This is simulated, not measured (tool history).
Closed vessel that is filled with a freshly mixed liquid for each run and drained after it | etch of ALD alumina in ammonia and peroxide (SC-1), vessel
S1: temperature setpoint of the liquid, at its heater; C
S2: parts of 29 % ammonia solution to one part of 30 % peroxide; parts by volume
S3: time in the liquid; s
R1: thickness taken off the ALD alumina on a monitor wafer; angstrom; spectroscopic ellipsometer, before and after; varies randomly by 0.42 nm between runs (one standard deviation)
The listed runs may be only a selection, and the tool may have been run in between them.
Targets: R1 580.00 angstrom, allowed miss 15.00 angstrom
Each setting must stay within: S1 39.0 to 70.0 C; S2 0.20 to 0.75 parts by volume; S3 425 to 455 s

run    day    S1    S2   S3      R1
  1  0.000  55.0  0.45  425  447.70
  2  0.062  55.5  0.45  425  463.41
  3  0.433  56.0  0.45  425  473.40
  4  0.704  56.5  0.45  425  494.29
  5  0.888  56.5  0.60  425  503.01
  6  0.996  56.5  0.45  425  487.71
  7  1.329  57.0  0.45  425  500.66
  8  1.425  57.5  0.45  425  513.72

Which one of the following 5 next-run settings gets every result inside its allowed miss? There is exactly one.
  A  1.521  55.5  0.30  425   ?
  B  1.521  58.0  0.55  455   ?
  C  1.521  54.5  0.50  455   ?
  D  1.521  53.0  0.45  455   ?
  E  1.521  59.5  0.55  455   ?

move      R1
   A  444.30
   B  574.52
   C  473.47
   D  432.53
   E  620.93
A: lands further from the targets than the last run did
B: meets every target
C: lands further from the targets than the last run did
D: lands further from the targets than the last run did
E: the result that was furthest off in the last run now lies on the other side of its target
Answer: B
